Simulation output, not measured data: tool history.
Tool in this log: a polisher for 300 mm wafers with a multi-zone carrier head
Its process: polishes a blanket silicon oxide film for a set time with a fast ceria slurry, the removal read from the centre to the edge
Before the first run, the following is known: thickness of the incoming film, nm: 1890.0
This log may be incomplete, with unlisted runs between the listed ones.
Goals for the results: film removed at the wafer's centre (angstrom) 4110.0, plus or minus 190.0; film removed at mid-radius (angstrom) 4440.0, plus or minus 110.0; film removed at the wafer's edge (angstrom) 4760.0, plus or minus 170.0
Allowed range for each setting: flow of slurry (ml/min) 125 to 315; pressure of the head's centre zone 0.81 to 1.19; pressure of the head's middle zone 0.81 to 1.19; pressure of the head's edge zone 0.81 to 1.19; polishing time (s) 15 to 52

| run | hour | flow of slurry (ml/min) | pressure of the head's centre zone | pressure of the head's middle zone | pressure of the head's edge zone | polishing time (s) | film removed at the wafer's centre (angstrom) | film removed at mid-radius (angstrom) | film removed at the wafer's edge (angstrom) |
|---|---|---|---|---|---|---|---|---|---|
| 1 | 0.0 | 205 | 1.00 | 1.00 | 1.00 | 33 | 6069.6 | 5901.1 | 5860.8 |
| 2 | 1.1 | 205 | 1.03 | 1.00 | 1.00 | 33 | 6197.4 | 5856.2 | 6036.0 |
| 3 | 2.3 | 205 | 0.96 | 1.00 | 1.00 | 33 | 5745.7 | 5808.2 | 5923.7 |
| 4 | 5.7 | 195 | 0.92 | 0.97 | 0.97 | 32 | 5359.3 | 5556.2 | 5647.7 |
| 5 | 10.8 | 195 | 0.95 | 0.97 | 0.97 | 32 | 5479.7 | 5621.8 | 5797.3 |
| 6 | 14.3 | 195 | 0.95 | 0.97 | 0.89 | 32 | 5557.0 | 5594.1 | 5437.4 |
| 7 | 19.5 | 185 | 0.91 | 0.94 | 0.89 | 31 | 5082.2 | 5233.7 | 5224.2 |
| 8 | 24.1 | 175 | 0.88 | 0.92 | 0.89 | 30 | 4715.5 | 4963.2 | 5016.7 |
| 9 | 32.4 | 165 | 0.86 | 0.90 | 0.89 | 30 | 4551.9 | 4863.8 | 4934.8 |
| 10 | 36.2 | 160 | 0.85 | 0.88 | 0.89 | 30 | 4411.6 | 4706.2 | 4907.6 |

5 candidate next runs follow, results not yet known. Just one meets every target within its allowed miss. Identify it.
| A | 40.0 | 150 | 0.89 | 0.84 | 0.91 | 31 | ? | ? | ? |
| B | 40.0 | 145 | 0.84 | 1.03 | 1.00 | 29 | ? | ? | ? |
| C | 40.0 | 200 | 0.82 | 0.83 | 0.90 | 28 | ? | ? | ? |
| D | 40.0 | 180 | 1.00 | 0.81 | 0.95 | 29 | ? | ? | ? |
| E | 40.0 | 160 | 0.81 | 1.05 | 0.82 | 30 | ? | ? | ? |

| move | film removed at the wafer's centre (angstrom) | film removed at mid-radius (angstrom) | film removed at the wafer's edge (angstrom) |
|---|---|---|---|
| A | 4673.5 | 4698.2 | 5168.7 |
| B | 4094.2 | 4909.0 | 5020.2 |
| C | 4119.8 | 4441.3 | 4823.7 |
| D | 5112.8 | 4457.6 | 5060.0 |
| E | 4178.5 | 5245.5 | 4808.6 |
A: misses by more than the last run did
B: misses by more than the last run did
C: meets every target
D: corrects the largest miss of the last run, while another result sits out of spec
E: misses by more than the last run did
The right move is C.
